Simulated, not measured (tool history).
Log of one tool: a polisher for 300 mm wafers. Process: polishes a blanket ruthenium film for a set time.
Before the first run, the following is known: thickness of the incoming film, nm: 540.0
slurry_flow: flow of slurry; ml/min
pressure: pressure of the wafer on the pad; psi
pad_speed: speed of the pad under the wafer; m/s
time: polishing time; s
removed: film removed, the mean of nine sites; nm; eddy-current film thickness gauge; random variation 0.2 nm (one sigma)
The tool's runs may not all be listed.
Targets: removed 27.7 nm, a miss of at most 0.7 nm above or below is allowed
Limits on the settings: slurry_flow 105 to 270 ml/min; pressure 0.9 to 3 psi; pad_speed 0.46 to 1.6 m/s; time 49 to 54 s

{"run": 1, "hour": 0.0, "slurry_flow": 175, "pressure": 1.9, "pad_speed": 1.02, "time": 54, "removed": 50.379}
{"run": 2, "hour": 3.3, "slurry_flow": 215, "pressure": 1.9, "pad_speed": 1.02, "time": 54, "removed": 51.452}
{"run": 3, "hour": 7.0, "slurry_flow": 215, "pressure": 1.7, "pad_speed": 1, "time": 54, "removed": 46.013}
{"run": 4, "hour": 10.3, "slurry_flow": 210, "pressure": 1.5, "pad_speed": 0.98, "time": 54, "removed": 40.713}
{"run": 5, "hour": 19.1, "slurry_flow": 205, "pressure": 1.4, "pad_speed": 0.96, "time": 54, "removed": 38.48}
{"run": 6, "hour": 26.6, "slurry_flow": 205, "pressure": 1.3, "pad_speed": 0.94, "time": 54, "removed": 34.987}
{"run": 7, "hour": 32.9, "slurry_flow": 200, "pressure": 1.2, "pad_speed": 0.94, "time": 54, "removed": 33.424}
{"run": 8, "hour": 38.9, "slurry_flow": 195, "pressure": 1.1, "pad_speed": 0.94, "time": 54, "removed": 31.386}
{"run": 9, "hour": 42.0, "slurry_flow": 150, "pressure": 0.9, "pad_speed": 0.94, "time": 54, "removed": 26.918}
{"run": 10, "hour": 44.8, "slurry_flow": 155, "pressure": 0.9, "pad_speed": 0.94, "time": 54, "removed": 26.614}
{"run": 11, "hour": 51.8, "slurry_flow": 160, "pressure": 1, "pad_speed": 0.94, "time": 54, "removed": 28.93}
{"run": 12, "hour": 60.2, "slurry_flow": 155, "pressure": 1, "pad_speed": 0.94, "time": 54, "removed": 28.725}
{"run": 13, "hour": 67.7, "slurry_flow": 155, "pressure": 1, "pad_speed": 0.94, "time": 54, "removed": 28.743}
{"run": 14, "hour": 75.1, "slurry_flow": 150, "pressure": 1, "pad_speed": 0.94, "time": 54, "removed": 28.556}
{"run": 15, "hour": 76.6, "slurry_flow": 150, "pressure": 1, "pad_speed": 0.94, "time": 54, "removed": 28.847}
{"run": 16, "hour": 81.4, "slurry_flow": 145, "pressure": 1, "pad_speed": 0.94, "time": 54, "removed": 28.426}

Which of these 5 next moves meets every target?
{"run": "A", "hour": 86.2, "slurry_flow": 170, "pressure": 1, "pad_speed": 0.9, "time": 51, "removed": "?"}
{"run": "B", "hour": 86.2, "slurry_flow": 130, "pressure": 1, "pad_speed": 0.88, "time": 52, "removed": "?"}
{"run": "C", "hour": 86.2, "slurry_flow": 160, "pressure": 1, "pad_speed": 1, "time": 49, "removed": "?"}
{"run": "D", "hour": 86.2, "slurry_flow": 105, "pressure": 1, "pad_speed": 1.06, "time": 52, "removed": "?"}
{"run": "E", "hour": 86.2, "slurry_flow": 135, "pressure": 1, "pad_speed": 0.92, "time": 52, "removed": "?"}

move=A removed=26.226
move=B removed=25.485
move=C removed=27.399
move=D removed=29.175
move=E removed=26.576
A: the result that was furthest off in the last run now lies on the other side of its target
B: the result that was furthest off in the last run now lies on the other side of its target
C: all results land within tolerance of their targets
D: lands further from the targets than the last run did
E: the result that was furthest off in the last run now lies on the other side of its target
C meets every target.
